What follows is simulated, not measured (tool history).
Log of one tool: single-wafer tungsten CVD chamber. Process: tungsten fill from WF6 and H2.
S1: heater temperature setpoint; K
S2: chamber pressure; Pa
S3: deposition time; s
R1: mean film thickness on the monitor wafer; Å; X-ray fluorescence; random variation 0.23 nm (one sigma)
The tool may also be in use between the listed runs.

| run | day | S1 | S2 | S3 | R1 |
|---|---|---|---|---|---|
| 1 | 0 | 658.15 | 6666 | 27.5 | 757.93 |
| 2 | 0.212 | 658.15 | 6666 | 27.5 | 751.25 |
| 3 | 0.3 | 658.15 | 6666 | 26.3 | 720.72 |
| 4 | 0.442 | 668.15 | 6666 | 26.3 | 872.49 |
| 5 | 0.696 | 662.15 | 6639 | 26.3 | 776.28 |
| 6 | 0.825 | 662.15 | 5973 | 26.3 | 737.03 |
| 7 | 1.142 | 658.15 | 5959 | 26.3 | 681.39 |

Expected results for the next run?
| 8 | 1.404 | 655.15 | 5946 | 26.3 | ? |

Run 8 measured R1 642.39 Å.

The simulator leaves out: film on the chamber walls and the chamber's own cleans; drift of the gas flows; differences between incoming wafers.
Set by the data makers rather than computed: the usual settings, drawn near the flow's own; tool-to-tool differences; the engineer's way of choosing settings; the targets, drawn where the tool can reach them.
